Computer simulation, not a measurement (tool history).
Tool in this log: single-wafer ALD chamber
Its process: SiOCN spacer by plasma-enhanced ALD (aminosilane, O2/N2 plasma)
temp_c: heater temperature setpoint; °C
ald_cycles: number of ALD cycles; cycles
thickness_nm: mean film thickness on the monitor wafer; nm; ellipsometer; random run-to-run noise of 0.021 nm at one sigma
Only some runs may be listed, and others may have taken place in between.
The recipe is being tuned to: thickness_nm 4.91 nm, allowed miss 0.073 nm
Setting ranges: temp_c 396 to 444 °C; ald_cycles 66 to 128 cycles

run    day  temp_c  ald_cycles  thickness_nm
  1      0     420          97        5.4057
  2  0.238     420         110        6.0671
  3  0.425     424         110        6.0677
  4  0.571     425         105        5.7802
  5   0.65     426         101        5.5555
  6  0.942     430         101        5.4198
  7  1.208     432         100        5.3757
  8  1.354     438          91        4.8151
  9  1.454     437          91        4.8279

Which of these 4 next moves meets every target?
  A  1.554     436          89             ?
  B  1.554     442          88             ?
  C  1.554     441          91             ?
  D  1.554     438          93             ?

move  thickness_nm
   A        4.7456
   B        4.6095
   C        4.7809
   D        4.9298
A: its largest miss is bigger than the last run's
B: its largest miss is bigger than the last run's
C: its largest miss is bigger than the last run's
D: all results land within tolerance of their targets
Correct choice: D, which meets every target

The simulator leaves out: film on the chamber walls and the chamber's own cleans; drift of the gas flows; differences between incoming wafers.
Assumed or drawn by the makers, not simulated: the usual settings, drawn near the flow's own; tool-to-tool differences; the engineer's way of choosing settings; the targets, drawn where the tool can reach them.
